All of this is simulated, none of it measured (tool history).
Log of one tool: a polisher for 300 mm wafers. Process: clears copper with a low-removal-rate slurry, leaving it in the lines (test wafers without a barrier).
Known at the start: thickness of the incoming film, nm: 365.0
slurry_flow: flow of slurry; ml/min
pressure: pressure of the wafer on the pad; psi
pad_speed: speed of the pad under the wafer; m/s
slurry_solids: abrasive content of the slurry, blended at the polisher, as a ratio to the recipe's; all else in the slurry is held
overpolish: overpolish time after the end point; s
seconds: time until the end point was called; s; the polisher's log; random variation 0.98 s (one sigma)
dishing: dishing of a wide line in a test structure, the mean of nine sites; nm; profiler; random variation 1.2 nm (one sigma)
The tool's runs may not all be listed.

{"run": 1, "day": 0.0, "slurry_flow": 275, "pressure": 2.9, "pad_speed": 1.04, "slurry_solids": 1, "overpolish": 19, "seconds": 113.22, "dishing": 38.491}
{"run": 2, "day": 0.242, "slurry_flow": 275, "pressure": 3.5, "pad_speed": 1.04, "slurry_solids": 1, "overpolish": 19, "seconds": 94.555, "dishing": 44.084}
{"run": 3, "day": 0.512, "slurry_flow": 275, "pressure": 4, "pad_speed": 1.04, "slurry_solids": 1, "overpolish": 19, "seconds": 83.882, "dishing": 48.376}
{"run": 4, "day": 0.779, "slurry_flow": 275, "pressure": 4.1, "pad_speed": 1.04, "slurry_solids": 1, "overpolish": 19, "seconds": 82.128, "dishing": 50.884}
{"run": 5, "day": 0.992, "slurry_flow": 275, "pressure": 3.5, "pad_speed": 1.04, "slurry_solids": 1, "overpolish": 19, "seconds": 96.214, "dishing": 44.813}
{"run": 6, "day": 1.058, "slurry_flow": 275, "pressure": 3.5, "pad_speed": 1.04, "slurry_solids": 0.9, "overpolish": 19, "seconds": 101, "dishing": 44.541}

Forecast run 7:
{"run": 7, "day": 1.25, "slurry_flow": 275, "pressure": 3.7, "pad_speed": 1.06, "slurry_solids": 0.9, "overpolish": 19, "seconds": "?", "dishing": "?"}

seconds: 91.069 s
dishing: 45.882 nm
